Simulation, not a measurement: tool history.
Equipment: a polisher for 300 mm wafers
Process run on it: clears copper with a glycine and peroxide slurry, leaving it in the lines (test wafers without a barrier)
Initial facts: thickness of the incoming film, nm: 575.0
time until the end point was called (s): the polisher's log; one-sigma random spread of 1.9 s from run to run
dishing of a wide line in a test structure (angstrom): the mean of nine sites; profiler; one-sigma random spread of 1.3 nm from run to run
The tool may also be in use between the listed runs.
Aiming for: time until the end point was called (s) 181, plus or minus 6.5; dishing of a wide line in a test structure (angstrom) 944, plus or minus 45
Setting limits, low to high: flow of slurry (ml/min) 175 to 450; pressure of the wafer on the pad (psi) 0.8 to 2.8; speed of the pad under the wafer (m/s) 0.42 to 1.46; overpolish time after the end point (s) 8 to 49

run	hour	flow of slurry (ml/min)	pressure of the wafer on the pad (psi)	speed of the pad under the wafer (m/s)	overpolish time after the end point (s)	time until the end point was called (s)	dishing of a wide line in a test structure (angstrom)
1	0	290	1.8	0.94	25	181.56	596.53
2	2.9	355	1.8	0.94	25	179.44	596.69
3	6.3	355	1.8	0.94	29	179.79	687.2
4	14.5	285	1.8	0.94	29	180.12	673.06
5	21	350	1.8	0.94	29	179.52	675.21
6	22.4	350	2.1	0.94	29	159.25	753.65
7	28.1	350	2	0.94	32	163.76	779.51
8	33.1	350	1.9	0.94	35	172.64	813.38
9	41.4	350	1.9	0.94	37	171.8	839.78
10	45.1	350	1.9	0.94	39	171.42	847.58
11	48.6	350	1.9	0.94	42	170.55	911.19
12	56.9	350	1.9	0.94	42	174.91	917.8
13	64	350	1.9	0.94	43	169.95	936.98
14	72.2	350	1.9	0.94	44	171.91	935.9

4 candidate next runs follow, results not yet known. Just one meets every target within its allowed miss. Identify it.
A	80.4	335	1.8	0.92	45	?	?
B	80.4	345	1.9	1.02	42	?	?
C	80.4	390	2	0.94	36	?	?
D	80.4	315	2.1	0.98	38	?	?

move	time until the end point was called (s)	dishing of a wide line in a test structure (angstrom)
A	181.69	924.64
B	162.8	949.43
C	163.64	857.25
D	156.03	923.15
A: all results in spec
B: moves away from the targets compared with the last run
C: moves away from the targets compared with the last run
D: moves away from the targets compared with the last run
Answer: A
